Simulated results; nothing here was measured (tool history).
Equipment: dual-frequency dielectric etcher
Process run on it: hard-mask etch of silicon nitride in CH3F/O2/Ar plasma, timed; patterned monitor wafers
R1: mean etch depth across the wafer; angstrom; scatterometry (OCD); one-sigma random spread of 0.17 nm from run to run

Run 1, hour 0.0: source power (W) 330, bias power (W) 85, etch time (s) 79. Result: R1 498.78 angstrom.
Run 2, hour 2.9: source power (W) 380, bias power (W) 85, etch time (s) 79. Result: R1 522.60 angstrom.
Run 3, hour 4.4: source power (W) 380, bias power (W) 85, etch time (s) 79. Result: R1 522.54 angstrom.
Run 4, hour 8.3: source power (W) 380, bias power (W) 75, etch time (s) 79. Result: R1 496.30 angstrom.
Run 5, hour 12.5: source power (W) 420, bias power (W) 75, etch time (s) 79. Result: R1 512.29 angstrom.
Run 6, hour 16.2: source power (W) 420, bias power (W) 75, etch time (s) 79. Result: R1 512.68 angstrom.
Run 7, hour 19.2: source power (W) 430, bias power (W) 81, etch time (s) 79. Result: R1 534.28 angstrom.
Run 8, hour 24.1: source power (W) 440, bias power (W) 85, etch time (s) 79. Result: R1 548.76 angstrom.
Run 9, hour 31.3: source power (W) 450, bias power (W) 88, etch time (s) 79. Result: R1 560.32 angstrom.
At hour 36.5: wet clean of the chamber.
Run 10, hour 36.5: source power (W) 460, bias power (W) 101, etch time (s) 79. Result: R1 622.42 angstrom.
Run 11, hour 42.0: source power (W) 450, bias power (W) 100, etch time (s) 79. Result: R1 619.75 angstrom.
Run 12, hour 48.6: source power (W) 440, bias power (W) 100, etch time (s) 79. Result: R1 610.57 angstrom.
Run 13, hour 56.3: source power (W) 430, bias power (W) 100, etch time (s) 79. Result: R1 609.54 angstrom.

Predict the results of run 14:
Run 14, hour 59.1: source power (W) 420, bias power (W) 100, etch time (s) 79. Result: R1 ?.

R1: 603.40 angstrom
